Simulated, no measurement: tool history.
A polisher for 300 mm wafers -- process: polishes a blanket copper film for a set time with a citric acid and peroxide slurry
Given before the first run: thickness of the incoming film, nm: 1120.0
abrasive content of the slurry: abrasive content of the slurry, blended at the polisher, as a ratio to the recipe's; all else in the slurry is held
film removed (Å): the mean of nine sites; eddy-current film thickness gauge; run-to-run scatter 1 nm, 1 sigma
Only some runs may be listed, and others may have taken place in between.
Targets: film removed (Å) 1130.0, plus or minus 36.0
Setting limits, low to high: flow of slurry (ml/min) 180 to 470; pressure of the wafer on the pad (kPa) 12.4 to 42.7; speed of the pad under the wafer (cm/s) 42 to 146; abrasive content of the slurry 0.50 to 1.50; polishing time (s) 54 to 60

run,day,flow of slurry (ml/min),pressure of the wafer on the pad (kPa),speed of the pad under the wafer (cm/s),abrasive content of the slurry,polishing time (s),film removed (Å)
1,0.000,300,27.6,94,1.00,60,1423.8
2,0.038,300,30.3,94,1.00,60,1570.2
3,0.279,300,30.3,102,1.00,60,1642.2
4,0.608,300,27.6,102,1.00,60,1516.6
5,0.917,355,27.6,102,1.00,60,1534.1
6,1.288,355,27.6,102,1.00,54,1381.0
7,1.417,355,26.2,102,1.00,54,1306.5
8,1.471,355,25.5,102,1.00,54,1275.0
9,1.754,355,24.8,102,1.00,54,1232.4
10,1.821,355,24.1,102,1.00,54,1217.0
11,1.854,355,23.4,102,1.00,54,1175.5

Which single option among these 5 for the next run brings every result within its allowed miss of target? Just one does.
A,1.888,350,20.7,118,1.05,55,?
B,1.888,405,22.1,96,1.15,60,?
C,1.888,410,20.0,116,0.75,60,?
D,1.888,365,22.8,100,1.05,57,?
E,1.888,360,21.4,102,0.85,59,?

move,film removed (Å)
A,1195.1
B,1205.8
C,1172.8
D,1187.3
E,1123.4
A: lands further from the targets than the last run did
B: lands further from the targets than the last run did
C: gains on the last run, yet a result remains outside its allowed miss
D: lands further from the targets than the last run did
E: each result inside its tolerance
Go with E: it meets all targets.
